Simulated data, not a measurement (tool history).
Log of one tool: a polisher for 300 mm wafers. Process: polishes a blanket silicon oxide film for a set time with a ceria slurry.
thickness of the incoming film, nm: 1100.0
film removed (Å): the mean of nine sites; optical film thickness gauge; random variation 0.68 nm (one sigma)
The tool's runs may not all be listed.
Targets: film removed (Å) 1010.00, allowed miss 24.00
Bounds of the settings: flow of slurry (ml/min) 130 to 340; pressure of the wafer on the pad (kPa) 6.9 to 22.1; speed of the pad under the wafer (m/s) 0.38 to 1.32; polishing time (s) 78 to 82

run,hour,flow of slurry (ml/min),pressure of the wafer on the pad (kPa),speed of the pad under the wafer (m/s),polishing time (s),film removed (Å)
1,0.0,220,14.5,0.84,78,1717.30
2,1.9,220,14.5,0.84,78,1722.70
3,3.8,220,14.5,0.66,78,1351.70
4,8.5,215,13.1,0.66,78,1246.80
5,12.7,215,13.1,0.56,78,1045.00
6,14.2,215,13.1,0.40,78,759.25
7,23.2,220,14.5,0.40,78,852.58
8,30.2,225,15.2,0.40,78,880.82
9,37.2,225,15.9,0.40,78,926.41
10,45.5,225,16.5,0.40,78,961.58

4 next moves are on the table. One of them brings every result within its allowed miss. Which?
A,53.8,165,15.2,0.46,78,?
B,53.8,280,16.5,0.40,79,?
C,53.8,255,14.5,0.44,80,?
D,53.8,290,15.2,0.42,78,?

move,film removed (Å)
A,963.40
B,1001.20
C,964.50
D,954.28
A: as far off as the last run
B: meets every target
C: nearer than the last run, and not there yet
D: further off than the last run
The right move is B.

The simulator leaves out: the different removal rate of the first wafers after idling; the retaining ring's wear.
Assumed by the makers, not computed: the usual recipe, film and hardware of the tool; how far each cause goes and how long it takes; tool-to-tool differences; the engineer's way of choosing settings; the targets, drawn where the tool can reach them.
